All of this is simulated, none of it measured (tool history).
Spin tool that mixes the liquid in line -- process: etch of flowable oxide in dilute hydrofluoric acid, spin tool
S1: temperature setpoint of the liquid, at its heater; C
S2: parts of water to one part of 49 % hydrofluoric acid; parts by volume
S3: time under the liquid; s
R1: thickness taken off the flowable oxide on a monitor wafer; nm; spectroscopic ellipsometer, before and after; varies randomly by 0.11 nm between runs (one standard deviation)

| run | hour | S1 | S2 | S3 | R1 |
|---|---|---|---|---|---|
| 1 | 0.0 | 23.0 | 285 | 300 | 19.918 |
| 2 | 8.3 | 25.0 | 260 | 300 | 23.929 |
| 3 | 12.9 | 25.0 | 260 | 320 | 25.646 |
| 4 | 20.9 | 26.5 | 245 | 320 | 29.146 |
| 5 | 29.7 | 26.5 | 145 | 320 | 54.764 |
| 6 | 38.7 | 24.0 | 155 | 320 | 46.508 |

What does the tool deliver on the next run?
| 7 | 39.7 | 22.5 | 155 | 320 | ? |

Logged for run 7: R1 43.902 nm.
